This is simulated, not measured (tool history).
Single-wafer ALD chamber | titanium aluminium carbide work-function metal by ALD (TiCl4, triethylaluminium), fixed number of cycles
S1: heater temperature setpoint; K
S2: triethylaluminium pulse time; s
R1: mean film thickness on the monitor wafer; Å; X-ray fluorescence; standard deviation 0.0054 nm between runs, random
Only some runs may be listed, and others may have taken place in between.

run,hour,S1,S2,R1
1,0,568.15,13.52,18.513
2,5.4,579.15,13.52,19.496
3,12.4,569.15,13.52,18.603
4,21,566.15,13.25,18.263
5,22.6,566.15,15.69,18.344
6,25.9,564.15,15.62,18.168
7,26.9,562.15,15.56,18.08
# hour 29.4: thermocouple changed; heater temperature recalibrated
8,29.4,561.15,15.47,18.547
9,30.3,549.15,11.14,16.918
10,38.1,551.15,11.44,17.194

Expected results for the next run?
11,46.7,551.15,11.44,?

R1: 17.221 Å

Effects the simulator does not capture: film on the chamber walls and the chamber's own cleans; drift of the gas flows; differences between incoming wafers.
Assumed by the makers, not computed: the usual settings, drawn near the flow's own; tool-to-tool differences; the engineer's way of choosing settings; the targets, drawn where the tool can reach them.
